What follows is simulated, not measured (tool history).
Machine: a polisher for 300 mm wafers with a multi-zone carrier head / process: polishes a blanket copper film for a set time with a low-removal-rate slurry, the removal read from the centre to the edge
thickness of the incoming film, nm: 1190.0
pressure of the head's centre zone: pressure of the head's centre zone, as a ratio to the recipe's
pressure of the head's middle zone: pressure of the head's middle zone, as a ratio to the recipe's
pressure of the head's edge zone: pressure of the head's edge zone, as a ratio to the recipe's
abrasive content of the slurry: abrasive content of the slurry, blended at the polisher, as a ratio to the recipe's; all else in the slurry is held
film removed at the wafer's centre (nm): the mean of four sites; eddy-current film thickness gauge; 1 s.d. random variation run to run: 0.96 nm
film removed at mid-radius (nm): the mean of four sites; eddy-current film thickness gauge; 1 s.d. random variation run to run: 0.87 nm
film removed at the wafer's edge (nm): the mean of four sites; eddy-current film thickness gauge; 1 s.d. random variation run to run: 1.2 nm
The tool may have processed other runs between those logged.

run	hour	flow of slurry (ml/min)	pressure of the head's centre zone	pressure of the head's middle zone	pressure of the head's edge zone	abrasive content of the slurry	polishing time (s)	film removed at the wafer's centre (nm)	film removed at mid-radius (nm)	film removed at the wafer's edge (nm)
1	0	285	1	1	1	1	36	107.81	106.97	107.32
2	5.3	285	1	1	1	1.1	36	111.94	109.54	111.7
3	9.3	285	1	0.95	0.98	0.9	35	102.46	97.273	103.2
4	12.2	285	1.01	0.94	0.96	0.75	34	96.584	88.566	92.221
5	17.1	280	1	0.92	0.94	0.7	34	94.365	84.277	88.855
6	21.4	280	1	0.92	0.94	0.7	41	110.66	104.4	107.12
7	22.4	275	0.98	0.9	0.91	0.65	39	101.43	95.322	95.831
8	30.8	270	0.96	0.87	0.91	0.6	38	94.536	87.057	94.579
9	33.1	265	0.95	0.86	0.88	0.55	38	89.806	86.721	88.656
10	34.4	265	0.95	0.86	0.88	0.55	38	91.16	85.097	87.55
11	41.9	265	0.95	0.86	0.88	0.55	38	90.141	85.237	91.145
12	49.9	265	0.96	0.85	0.86	0.55	38	91.75	82.815	88.617
13	57.7	260	0.95	0.85	0.84	0.55	38	91.735	83.829	88.008
14	64.7	260	0.94	0.84	0.83	0.55	38	89.533	83.491	88.703
15	73.5	255	0.94	0.84	0.82	0.55	38	89.325	84.73	86.641
16	81.6	255	0.94	0.84	0.82	0.55	38	87.619	82.732	86.447
17	88	250	0.95	0.84	0.82	0.55	38	90.705	82.56	88.383

The next listed run, before its measurement:
18	92.6	255	0.95	0.84	0.82	0.55	38	?	?	?

Run 18 gave film removed at the wafer's centre (nm) 91.624, film removed at mid-radius (nm) 82.186, film removed at the wafer's edge (nm) 89.336.
